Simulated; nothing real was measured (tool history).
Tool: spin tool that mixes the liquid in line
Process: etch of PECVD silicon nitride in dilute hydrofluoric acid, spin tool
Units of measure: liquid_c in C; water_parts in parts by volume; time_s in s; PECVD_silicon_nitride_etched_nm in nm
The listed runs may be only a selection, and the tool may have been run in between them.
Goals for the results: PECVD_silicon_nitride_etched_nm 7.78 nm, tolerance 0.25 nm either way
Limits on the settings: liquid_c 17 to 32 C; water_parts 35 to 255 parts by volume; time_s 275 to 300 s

run	day	liquid_c	water_parts	time_s	PECVD_silicon_nitride_etched_nm
1	0	24	145	275	11.676
2	0.225	22	145	275	10.318
3	0.496	20	145	275	9.138
4	0.596	20	105	275	12.298
5	0.696	20	105	300	13.535
6	1.067	19	125	300	10.521
7	1.396	18.5	130	300	9.858
8	1.562	18	135	300	9.2105
9	1.854	17.5	140	300	8.4626

Below are 5 possible settings for the next run. Only one of them brings all results inside the allowed miss of their targets. Which is it?
A	2.146	19	145	280	?
B	2.146	17	155	285	?
C	2.146	17	135	275	?
D	2.146	17	150	275	?
E	2.146	19	140	275	?

move	PECVD_silicon_nitride_etched_nm
A	8.6003
B	7.164
C	7.8973
D	7.1344
E	8.7395
A: moves away from the targets compared with the last run
B: moves the result that the last run missed by most past its target, out the other side
C: hits every target within its allowed miss
D: moves the result that the last run missed by most past its target, out the other side
E: moves away from the targets compared with the last run
Answer: C
